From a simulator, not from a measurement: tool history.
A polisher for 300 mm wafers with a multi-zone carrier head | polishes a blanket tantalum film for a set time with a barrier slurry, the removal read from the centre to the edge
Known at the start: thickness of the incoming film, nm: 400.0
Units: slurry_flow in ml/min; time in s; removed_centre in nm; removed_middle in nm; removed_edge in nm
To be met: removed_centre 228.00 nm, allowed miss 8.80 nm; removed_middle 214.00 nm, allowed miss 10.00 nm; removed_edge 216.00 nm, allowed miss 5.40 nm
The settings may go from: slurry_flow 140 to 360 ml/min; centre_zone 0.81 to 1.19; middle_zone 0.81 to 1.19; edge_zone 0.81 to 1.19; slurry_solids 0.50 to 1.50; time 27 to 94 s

run	hour	slurry_flow	centre_zone	middle_zone	edge_zone	slurry_solids	time	removed_centre	removed_middle	removed_edge
1	0.0	230	1.00	1.00	1.00	1.00	60	173.98	169.50	173.11
2	4.8	230	1.00	1.00	1.00	1.00	50	144.03	140.71	144.50
3	8.6	235	1.01	1.01	1.02	1.05	51	152.49	146.95	152.59
4	9.2	235	0.96	1.01	1.02	1.05	51	145.26	148.71	152.89
5	12.4	240	0.98	1.03	1.04	1.10	52	152.53	154.60	159.52
6	19.0	245	1.00	1.05	1.05	1.15	53	162.69	169.04	167.07
7	25.7	250	1.02	1.05	1.07	1.20	53	171.65	168.66	171.05
8	28.7	255	1.03	1.06	1.08	1.25	54	176.69	173.43	177.84
9	36.9	260	1.04	1.07	1.09	1.30	54	179.05	177.92	179.10
10	45.0	265	1.05	1.08	1.10	1.35	55	185.32	181.37	186.23
11	47.2	265	1.05	1.08	1.10	1.35	55	185.28	184.84	184.10

Which of these 4 next moves meets every target?
A	49.4	225	1.08	1.07	1.06	1.30	66	?	?	?
B	49.4	275	1.04	1.03	1.07	1.40	50	?	?	?
C	49.4	320	1.12	1.08	1.05	1.40	41	?	?	?
D	49.4	255	0.92	0.82	1.19	1.45	56	?	?	?

move	removed_centre	removed_middle	removed_edge
A	225.62	213.20	217.02
B	171.19	162.43	170.90
C	153.37	140.32	140.03
D	169.50	150.92	203.52
A: meets every target
B: further off than the last run
C: further off than the last run
D: further off than the last run
Answer: A
